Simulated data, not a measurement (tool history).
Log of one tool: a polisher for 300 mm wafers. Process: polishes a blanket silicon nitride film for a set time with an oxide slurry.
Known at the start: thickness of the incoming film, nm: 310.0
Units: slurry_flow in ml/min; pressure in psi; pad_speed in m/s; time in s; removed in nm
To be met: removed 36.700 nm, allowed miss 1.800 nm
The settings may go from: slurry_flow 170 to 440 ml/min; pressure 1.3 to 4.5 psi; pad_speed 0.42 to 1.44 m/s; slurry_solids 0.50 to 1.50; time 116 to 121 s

run  hour  slurry_flow  pressure  pad_speed  slurry_solids  time  removed
  1   0.0          280       2.9       0.92           1.00   116   54.716
  2   7.4          280       2.8       0.92           1.00   116   52.396
  3  16.1          280       2.8       0.92           0.85   116   48.434
  4  19.5          255       2.8       0.92           0.85   116   48.782
  5  22.0          255       3.4       0.92           0.85   116   56.823
  6  24.9          210       3.4       0.92           0.85   116   56.577
  7  31.1          210       3.2       0.92           0.85   116   54.097
  8  31.9          210       3.0       0.92           0.85   116   50.240
  9  35.7          210       2.9       0.92           0.85   116   49.427
 10  39.5          210       2.8       0.92           0.85   116   46.892

Which of these 5 next moves meets every target?
  A  43.3          190       2.5       0.80           0.95   118        ?
  B  43.3          195       2.2       1.18           0.75   118        ?
  C  43.3          215       2.2       0.74           0.85   116        ?
  D  43.3          170       2.5       0.66           1.00   116        ?
  E  43.3          215       2.5       0.92           0.80   116        ?

move  removed
   A   41.216
   B   41.870
   C   33.220
   D   36.560
   E   41.295
A: nearer than the last run, and not there yet
B: nearer than the last run, and not there yet
C: takes the result that was furthest off past its target
D: meets every target
E: nearer than the last run, and not there yet
The right move is D.

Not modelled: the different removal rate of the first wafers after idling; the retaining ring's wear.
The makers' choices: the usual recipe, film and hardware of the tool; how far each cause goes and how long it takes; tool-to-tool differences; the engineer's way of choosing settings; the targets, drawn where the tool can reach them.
